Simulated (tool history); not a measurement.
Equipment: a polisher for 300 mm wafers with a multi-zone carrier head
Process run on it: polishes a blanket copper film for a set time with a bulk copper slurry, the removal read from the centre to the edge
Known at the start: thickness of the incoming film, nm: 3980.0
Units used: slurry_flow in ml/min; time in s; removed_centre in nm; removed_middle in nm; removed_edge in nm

Run 1, hour 0.0: slurry_flow 180 ml/min, centre_zone 1.00, middle_zone 1.00, edge_zone 1.00, slurry_solids 1.00, time 64 s. Result: removed_centre 656.49 nm, removed_middle 701.43 nm, removed_edge 692.34 nm.
Run 2, hour 4.1: slurry_flow 180 ml/min, centre_zone 1.00, middle_zone 1.00, edge_zone 1.00, slurry_solids 1.00, time 78 s. Result: removed_centre 801.47 nm, removed_middle 852.70 nm, removed_edge 852.80 nm.
Run 3, hour 8.1: slurry_flow 135 ml/min, centre_zone 1.00, middle_zone 1.00, edge_zone 1.00, slurry_solids 1.00, time 78 s. Result: removed_centre 761.79 nm, removed_middle 814.46 nm, removed_edge 801.15 nm.
Run 4, hour 16.9: slurry_flow 125 ml/min, centre_zone 1.02, middle_zone 0.96, edge_zone 0.97, slurry_solids 0.85, time 70 s. Result: removed_centre 676.50 nm, removed_middle 669.95 nm, removed_edge 694.87 nm.
Run 5, hour 25.5: slurry_flow 125 ml/min, centre_zone 1.02, middle_zone 0.96, edge_zone 0.97, slurry_solids 0.85, time 77 s. Result: removed_centre 725.12 nm, removed_middle 720.68 nm, removed_edge 777.43 nm.
Run 6, hour 29.4: slurry_flow 125 ml/min, centre_zone 1.07, middle_zone 0.96, edge_zone 0.97, slurry_solids 0.85, time 77 s. Result: removed_centre 770.14 nm, removed_middle 734.49 nm, removed_edge 745.72 nm.
Run 7, hour 37.6: slurry_flow 120 ml/min, centre_zone 1.08, middle_zone 0.96, edge_zone 0.96, slurry_solids 0.75, time 68 s. Result: removed_centre 667.05 nm, removed_middle 626.86 nm, removed_edge 651.44 nm.
Run 8, hour 43.8: slurry_flow 120 ml/min, centre_zone 1.08, middle_zone 0.96, edge_zone 0.96, slurry_solids 0.75, time 68 s. Result: removed_centre 671.21 nm, removed_middle 629.40 nm, removed_edge 649.83 nm.
Run 9, hour 44.8: slurry_flow 120 ml/min, centre_zone 1.09, middle_zone 0.96, edge_zone 0.95, slurry_solids 0.70, time 62 s. Result: removed_centre 602.64 nm, removed_middle 564.58 nm, removed_edge 573.40 nm.

The next listed run, before its measurement:
Run 10, hour 53.2: slurry_flow 120 ml/min, centre_zone 1.09, middle_zone 0.95, edge_zone 0.93, slurry_solids 0.65, time 59 s. Result: removed_centre ?, removed_middle ?, removed_edge ?.

{"run 10": {"removed_centre": 567.43, "removed_middle": 525.66, "removed_edge": 533.41}}
